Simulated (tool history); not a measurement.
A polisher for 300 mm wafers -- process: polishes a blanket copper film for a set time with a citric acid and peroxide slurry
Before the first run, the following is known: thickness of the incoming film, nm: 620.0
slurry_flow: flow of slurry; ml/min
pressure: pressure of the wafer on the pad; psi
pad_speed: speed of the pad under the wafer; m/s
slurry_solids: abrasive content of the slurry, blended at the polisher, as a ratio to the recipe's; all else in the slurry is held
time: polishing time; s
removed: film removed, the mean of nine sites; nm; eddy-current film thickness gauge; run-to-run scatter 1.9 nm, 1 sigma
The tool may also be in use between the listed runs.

run  hour  slurry_flow  pressure  pad_speed  slurry_solids  time  removed
  1   0.0          145       3.7       1.28            1.0    40   136.22
  2   3.8          145       3.8       1.28            1.0    40   141.56
  3  10.4          145       3.9       1.28            1.0    40   143.54
  4  11.0          145       3.9       1.08            1.0    40   121.89
  5  13.6          145       3.3       1.08            1.0    40   104.74
  6  17.8          145       3.5       1.08            1.0    40   110.65

What will run 7 give?
  7  23.2          145       3.7       1.08            1.0    40        ?

removed: 116.90 nm
